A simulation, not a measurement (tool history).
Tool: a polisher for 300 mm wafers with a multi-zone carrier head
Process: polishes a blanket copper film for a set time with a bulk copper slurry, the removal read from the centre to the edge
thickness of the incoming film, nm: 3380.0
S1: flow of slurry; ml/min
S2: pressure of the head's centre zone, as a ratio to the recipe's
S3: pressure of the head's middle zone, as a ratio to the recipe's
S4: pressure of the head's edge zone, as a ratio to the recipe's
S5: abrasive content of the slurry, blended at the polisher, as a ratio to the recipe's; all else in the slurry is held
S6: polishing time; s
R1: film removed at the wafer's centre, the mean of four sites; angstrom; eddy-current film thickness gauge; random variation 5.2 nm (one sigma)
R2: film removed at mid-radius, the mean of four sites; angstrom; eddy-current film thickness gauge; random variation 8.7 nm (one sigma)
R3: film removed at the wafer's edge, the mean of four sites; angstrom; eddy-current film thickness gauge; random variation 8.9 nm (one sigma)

Run 1, hour 0: S1 300 ml/min, S2 1, S3 1, S4 1, S5 1, S6 75 s. Result: R1 4978.5 angstrom, R2 4943.3 angstrom, R3 5037.6 angstrom.
Run 2, hour 2.5: S1 300 ml/min, S2 0.92, S3 1, S4 1, S5 1, S6 75 s. Result: R1 4677.4 angstrom, R2 4892.2 angstrom, R3 4977.8 angstrom.
Run 3, hour 5.4: S1 295 ml/min, S2 0.93, S3 1.03, S4 1.04, S5 1.15, S6 78 s. Result: R1 5054.1 angstrom, R2 5530.4 angstrom, R3 5592.4 angstrom.
Run 4, hour 6.6: S1 295 ml/min, S2 0.93, S3 1.03, S4 1.04, S5 1.25, S6 78 s. Result: R1 5214.8 angstrom, R2 5486.1 angstrom, R3 5490.6 angstrom.
Run 5, hour 10.9: S1 295 ml/min, S2 0.94, S3 1.06, S4 1.08, S5 1.3, S6 80 s. Result: R1 5421.2 angstrom, R2 5784.2 angstrom, R3 6026.6 angstrom.
Run 6, hour 13.9: S1 300 ml/min, S2 0.94, S3 1.1, S4 1.09, S5 1.35, S6 81 s. Result: R1 5511.2 angstrom, R2 6180.8 angstrom, R3 6290.3 angstrom.

The next listed run, before its measurement:
Run 7, hour 21.8: S1 310 ml/min, S2 0.96, S3 1.13, S4 1.1, S5 1.4, S6 82 s. Result: R1 ?, R2 ?, R3 ?.

R1: 5907.4 angstrom
R2: 6670.8 angstrom
R3: 6320.9 angstrom
